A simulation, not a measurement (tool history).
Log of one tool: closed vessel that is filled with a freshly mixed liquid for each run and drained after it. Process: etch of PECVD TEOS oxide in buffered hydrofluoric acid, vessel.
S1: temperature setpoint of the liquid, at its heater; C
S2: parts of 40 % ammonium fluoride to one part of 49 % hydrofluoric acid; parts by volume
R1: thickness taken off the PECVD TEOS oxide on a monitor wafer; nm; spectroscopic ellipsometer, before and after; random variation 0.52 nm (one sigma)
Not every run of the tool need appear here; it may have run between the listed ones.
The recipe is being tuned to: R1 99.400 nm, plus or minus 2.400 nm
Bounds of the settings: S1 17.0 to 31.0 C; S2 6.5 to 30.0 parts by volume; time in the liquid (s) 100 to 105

Run 1, hour 0.0: S1 23.0 C, S2 19.5 parts by volume, time in the liquid (s) 100. Result: R1 110.910 nm.
Run 2, hour 1.0: S1 22.5 C, S2 19.5 parts by volume, time in the liquid (s) 100. Result: R1 108.480 nm.
Run 3, hour 5.6: S1 22.0 C, S2 19.5 parts by volume, time in the liquid (s) 100. Result: R1 104.680 nm.
Run 4, hour 10.6: S1 21.5 C, S2 19.5 parts by volume, time in the liquid (s) 100. Result: R1 101.840 nm.
Run 5, hour 14.4: S1 23.5 C, S2 19.5 parts by volume, time in the liquid (s) 100. Result: R1 114.250 nm.
Run 6, hour 15.4: S1 23.5 C, S2 19.5 parts by volume, time in the liquid (s) 105. Result: R1 118.860 nm.
Run 7, hour 20.1: S1 22.5 C, S2 19.5 parts by volume, time in the liquid (s) 105. Result: R1 114.170 nm.
Run 8, hour 27.9: S1 21.5 C, S2 19.5 parts by volume, time in the liquid (s) 105. Result: R1 107.510 nm.
Run 9, hour 36.5: S1 21.0 C, S2 19.5 parts by volume, time in the liquid (s) 105. Result: R1 103.490 nm.

Which of these 4 next moves meets every target?
Run A, hour 45.1: S1 18.5 C, S2 16.0 parts by volume, time in the liquid (s) 100. Result: R1 ?.
Run B, hour 45.1: S1 18.5 C, S2 17.0 parts by volume, time in the liquid (s) 100. Result: R1 ?.
Run C, hour 45.1: S1 21.0 C, S2 20.5 parts by volume, time in the liquid (s) 100. Result: R1 ?.
Run D, hour 45.1: S1 17.5 C, S2 16.0 parts by volume, time in the liquid (s) 105. Result: R1 ?.

move       R1
   A  104.650
   B   98.574
   C   94.999
   D  103.810
A: moves away from the targets compared with the last run
B: in spec on every target
C: moves the result that the last run missed by most past its target, out the other side
D: moves away from the targets compared with the last run
B is the move that brings every result within its allowed miss.
